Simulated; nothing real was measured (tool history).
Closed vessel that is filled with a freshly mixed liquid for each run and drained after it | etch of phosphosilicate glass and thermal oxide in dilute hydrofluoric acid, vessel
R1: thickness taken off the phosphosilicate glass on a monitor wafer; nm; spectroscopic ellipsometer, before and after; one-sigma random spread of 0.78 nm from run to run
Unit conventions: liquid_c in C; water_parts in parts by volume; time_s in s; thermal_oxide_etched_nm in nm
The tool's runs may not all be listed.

{"run": 1, "hour": 0.0, "liquid_c": 22.0, "water_parts": 80, "time_s": 60, "R1": 95.727, "thermal_oxide_etched_nm": 3.0476}
{"run": 2, "hour": 5.9, "liquid_c": 22.0, "water_parts": 80, "time_s": 40, "R1": 64.578, "thermal_oxide_etched_nm": 2.0066}
{"run": 3, "hour": 14.8, "liquid_c": 22.0, "water_parts": 80, "time_s": 55, "R1": 89.41, "thermal_oxide_etched_nm": 2.7584}
{"run": 4, "hour": 20.7, "liquid_c": 22.0, "water_parts": 80, "time_s": 45, "R1": 71.424, "thermal_oxide_etched_nm": 2.2369}
{"run": 5, "hour": 24.2, "liquid_c": 22.0, "water_parts": 55, "time_s": 45, "R1": 107.28, "thermal_oxide_etched_nm": 3.406}
{"run": 6, "hour": 25.9, "liquid_c": 22.0, "water_parts": 55, "time_s": 70, "R1": 168.72, "thermal_oxide_etched_nm": 5.2138}
{"run": 7, "hour": 27.2, "liquid_c": 22.0, "water_parts": 55, "time_s": 70, "R1": 167.09, "thermal_oxide_etched_nm": 5.2801}

Forecast run 8:
{"hour": 34.4, "done": "hydrofluoric acid flow meter replaced"}
{"run": 8, "hour": 34.4, "liquid_c": 21.5, "water_parts": 60, "time_s": 70, "R1": "?", "thermal_oxide_etched_nm": "?"}

{"run 8": {"R1": 172.36, "thermal_oxide_etched_nm": 5.3496}}
